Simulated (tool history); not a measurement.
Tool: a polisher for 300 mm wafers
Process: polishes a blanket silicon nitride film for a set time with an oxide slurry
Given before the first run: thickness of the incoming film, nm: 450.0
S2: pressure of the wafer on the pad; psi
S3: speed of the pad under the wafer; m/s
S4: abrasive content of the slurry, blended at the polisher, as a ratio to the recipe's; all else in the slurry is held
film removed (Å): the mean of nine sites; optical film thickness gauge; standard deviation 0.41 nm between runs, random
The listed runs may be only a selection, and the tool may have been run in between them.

Run 1, hour 0: flow of slurry (ml/min) 235, S2 3.8 psi, S3 1.3 m/s, S4 1, polishing time (s) 34. Result: film removed (Å) 340.49.
Run 2, hour 2: flow of slurry (ml/min) 235, S2 3.8 psi, S3 1.6 m/s, S4 1, polishing time (s) 34. Result: film removed (Å) 393.91.
Run 3, hour 10.4: flow of slurry (ml/min) 235, S2 3.8 psi, S3 1.6 m/s, S4 1.2, polishing time (s) 34. Result: film removed (Å) 432.12.
Run 4, hour 12.5: flow of slurry (ml/min) 235, S2 3.3 psi, S3 1.6 m/s, S4 1.2, polishing time (s) 34. Result: film removed (Å) 375.83.
Run 5, hour 18: flow of slurry (ml/min) 235, S2 2.5 psi, S3 1.6 m/s, S4 1.2, polishing time (s) 34. Result: film removed (Å) 283.68.
Run 6, hour 26.8: flow of slurry (ml/min) 195, S2 2.5 psi, S3 1.6 m/s, S4 1.2, polishing time (s) 34. Result: film removed (Å) 281.11.
Run 7, hour 33.8: flow of slurry (ml/min) 195, S2 2.5 psi, S3 1.6 m/s, S4 1.2, polishing time (s) 34. Result: film removed (Å) 278.52.
Run 8, hour 42.7: flow of slurry (ml/min) 210, S2 3.1 psi, S3 1.6 m/s, S4 1.2, polishing time (s) 34. Result: film removed (Å) 343.1.
Run 9, hour 46.5: flow of slurry (ml/min) 220, S2 3.5 psi, S3 1.6 m/s, S4 1.2, polishing time (s) 34. Result: film removed (Å) 388.71.
Run 10, hour 50.6: flow of slurry (ml/min) 235, S2 3.7 psi, S3 1.6 m/s, S4 1.2, polishing time (s) 34. Result: film removed (Å) 415.52.
Run 11, hour 54.9: flow of slurry (ml/min) 245, S2 3.9 psi, S3 1.6 m/s, S4 1.2, polishing time (s) 34. Result: film removed (Å) 438.79.
Run 12, hour 56.2: flow of slurry (ml/min) 245, S2 4.1 psi, S3 1.6 m/s, S4 1.2, polishing time (s) 34. Result: film removed (Å) 466.4.
Run 13, hour 62.1: flow of slurry (ml/min) 250, S2 4.2 psi, S3 1.6 m/s, S4 1.2, polishing time (s) 34. Result: film removed (Å) 475.25.

For run 14, what comes out?
Run 14, hour 64: flow of slurry (ml/min) 250, S2 4.3 psi, S3 1.6 m/s, S4 1.2, polishing time (s) 34. Result: film removed (Å) ?.

film removed (Å): 495.74
